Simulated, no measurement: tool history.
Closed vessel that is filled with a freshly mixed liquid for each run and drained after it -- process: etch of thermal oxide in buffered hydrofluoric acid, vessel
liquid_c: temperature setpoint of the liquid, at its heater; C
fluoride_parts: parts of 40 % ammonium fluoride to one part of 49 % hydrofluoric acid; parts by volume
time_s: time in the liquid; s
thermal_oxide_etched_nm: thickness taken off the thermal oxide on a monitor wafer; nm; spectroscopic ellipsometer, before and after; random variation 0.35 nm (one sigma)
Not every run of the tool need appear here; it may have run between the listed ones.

run 1 hour=0.0 | liquid_c=23.0 fluoride_parts=16.5 time_s=90 | thermal_oxide_etched_nm=63.817
run 2 hour=7.8 | liquid_c=21.5 fluoride_parts=16.5 time_s=90 | thermal_oxide_etched_nm=58.359
run 3 hour=11.5 | liquid_c=21.5 fluoride_parts=19.5 time_s=90 | thermal_oxide_etched_nm=49.471
run 4 hour=13.3 | liquid_c=21.5 fluoride_parts=19.5 time_s=95 | thermal_oxide_etched_nm=52.485
run 5 hour=15.0 | liquid_c=23.5 fluoride_parts=19.5 time_s=95 | thermal_oxide_etched_nm=58.460
run 6 hour=16.2 | liquid_c=25.0 fluoride_parts=19.5 time_s=95 | thermal_oxide_etched_nm=63.657
run 7 hour=21.5 | liquid_c=26.0 fluoride_parts=19.5 time_s=95 | thermal_oxide_etched_nm=67.612
run 8 hour=23.6 | liquid_c=27.0 fluoride_parts=19.5 time_s=95 | thermal_oxide_etched_nm=70.635

Run 9 comes next. What will it give?
run 9 hour=31.3 | liquid_c=27.5 fluoride_parts=19.5 time_s=95 | thermal_oxide_etched_nm=?

thermal_oxide_etched_nm: 72.587 nm

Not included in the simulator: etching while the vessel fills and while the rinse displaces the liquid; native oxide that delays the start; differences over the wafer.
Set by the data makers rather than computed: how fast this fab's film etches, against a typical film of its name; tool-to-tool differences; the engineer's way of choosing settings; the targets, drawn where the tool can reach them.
